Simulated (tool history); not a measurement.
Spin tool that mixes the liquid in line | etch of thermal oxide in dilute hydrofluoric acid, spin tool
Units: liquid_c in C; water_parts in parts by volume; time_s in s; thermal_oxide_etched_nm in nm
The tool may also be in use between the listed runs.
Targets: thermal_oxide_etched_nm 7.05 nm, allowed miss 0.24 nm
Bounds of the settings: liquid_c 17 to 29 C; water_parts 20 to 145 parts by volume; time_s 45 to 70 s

run,hour,liquid_c,water_parts,time_s,thermal_oxide_etched_nm
1,0,21,80,70,3.7339
2,2.2,23.5,70,70,4.7451
3,8.8,23.5,55,70,6.0705
4,11.2,21,55,70,5.5728
5,14.1,21,55,45,3.5542
6,22.7,21,55,45,3.6241
7,24,25,25,45,9.7852
8,32.5,24,25,45,9.3292
9,40.9,23,25,45,8.9849
10,44.4,19,30,45,6.2175
11,49.3,19.5,30,45,6.2864
12,55.8,20,30,45,6.5839
13,58.9,20.5,30,45,6.714

5 next moves are on the table. One of them brings every result within its allowed miss. Which?
A,62,19,30,45,?
B,62,24,35,45,?
C,62,18.5,35,55,?
D,62,17.5,25,45,?
E,62,19.5,40,60,?

move,thermal_oxide_etched_nm
A,6.2382
B,6.5728
C,6.3577
D,7.0507
E,6.2993
A: further off than the last run
B: further off than the last run
C: further off than the last run
D: meets every target
E: further off than the last run
Move D is the one to make.
